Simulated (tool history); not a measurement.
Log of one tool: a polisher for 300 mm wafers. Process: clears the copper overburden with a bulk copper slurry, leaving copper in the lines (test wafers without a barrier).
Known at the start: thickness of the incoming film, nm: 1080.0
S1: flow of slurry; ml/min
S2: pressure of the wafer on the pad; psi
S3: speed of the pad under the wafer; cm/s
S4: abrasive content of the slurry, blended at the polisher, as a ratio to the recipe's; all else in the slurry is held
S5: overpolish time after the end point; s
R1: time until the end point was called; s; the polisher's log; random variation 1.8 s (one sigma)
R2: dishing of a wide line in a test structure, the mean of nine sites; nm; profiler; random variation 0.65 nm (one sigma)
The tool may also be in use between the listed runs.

run	hour	S1	S2	S3	S4	S5	R1	R2
1	0	320	2	110	1	25	156.38	72.019
2	1.2	320	2.4	110	1	25	131.64	82.538
3	2.7	350	2.2	120	1.1	22	128.73	77.612
4	3.8	350	2.2	120	1.1	14	128.13	60.632
5	4.8	350	2.6	120	1.1	14	106.47	67.859
6	13.7	320	2.5	128	1	13	109.56	64.573
7	21.2	295	2.4	136	0.9	12	109.64	61.23
8	24.7	275	2.3	142	0.85	11	111.93	55.722
9	31.3	260	2.3	146	0.8	10	111.04	54.434
10	34	260	2.3	146	0.8	10	114.36	53.071
11	34.8	250	2.3	150	0.75	10	110.42	54.186
12	36.2	240	2.3	154	0.75	10	108.86	54.393
13	44.3	235	2.3	156	0.7	10	109.27	55.619
14	53.1	225	2.2	158	0.75	10	110.36	53.339
15	55.5	225	2.2	158	0.75	10	114.23	53.502
16	59.2	225	2.2	158	0.75	10	110.12	52.917

Forecast run 17:
17	68	220	2.2	160	0.8	10	?	?

{"run 17": {"R1": 111.18, "R2": 55.41}}
